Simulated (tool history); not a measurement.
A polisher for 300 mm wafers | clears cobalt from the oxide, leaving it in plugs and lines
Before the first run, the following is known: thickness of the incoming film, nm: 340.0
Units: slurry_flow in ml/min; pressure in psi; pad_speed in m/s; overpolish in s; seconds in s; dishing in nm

{"run": 1, "hour": 0.0, "slurry_flow": 170, "pressure": 1.8, "pad_speed": 1.3, "overpolish": 29, "seconds": 41.664, "dishing": 64.685}
{"run": 2, "hour": 0.8, "slurry_flow": 175, "pressure": 1.9, "pad_speed": 1.3, "overpolish": 29, "seconds": 39.938, "dishing": 64.018}
{"run": 3, "hour": 3.0, "slurry_flow": 175, "pressure": 1.9, "pad_speed": 0.98, "overpolish": 29, "seconds": 52.183, "dishing": 60.469}
{"run": 4, "hour": 5.8, "slurry_flow": 175, "pressure": 2.1, "pad_speed": 1.0, "overpolish": 32, "seconds": 46.378, "dishing": 64.185}
{"run": 5, "hour": 10.2, "slurry_flow": 175, "pressure": 2.1, "pad_speed": 0.74, "overpolish": 32, "seconds": 60.562, "dishing": 59.905}
{"run": 6, "hour": 15.9, "slurry_flow": 180, "pressure": 2.3, "pad_speed": 0.8, "overpolish": 31, "seconds": 53.13, "dishing": 62.579}
{"run": 7, "hour": 21.5, "slurry_flow": 180, "pressure": 2.4, "pad_speed": 0.88, "overpolish": 28, "seconds": 46.266, "dishing": 61.036}
{"run": 8, "hour": 29.8, "slurry_flow": 180, "pressure": 2.5, "pad_speed": 0.92, "overpolish": 29, "seconds": 42.819, "dishing": 62.811}

Run 9, settings as shown, results not yet in. Your forecast:
{"run": 9, "hour": 30.6, "slurry_flow": 180, "pressure": 2.6, "pad_speed": 0.96, "overpolish": 30, "seconds": "?", "dishing": "?"}

{"run 9": {"seconds": 39.239, "dishing": 64.269}}

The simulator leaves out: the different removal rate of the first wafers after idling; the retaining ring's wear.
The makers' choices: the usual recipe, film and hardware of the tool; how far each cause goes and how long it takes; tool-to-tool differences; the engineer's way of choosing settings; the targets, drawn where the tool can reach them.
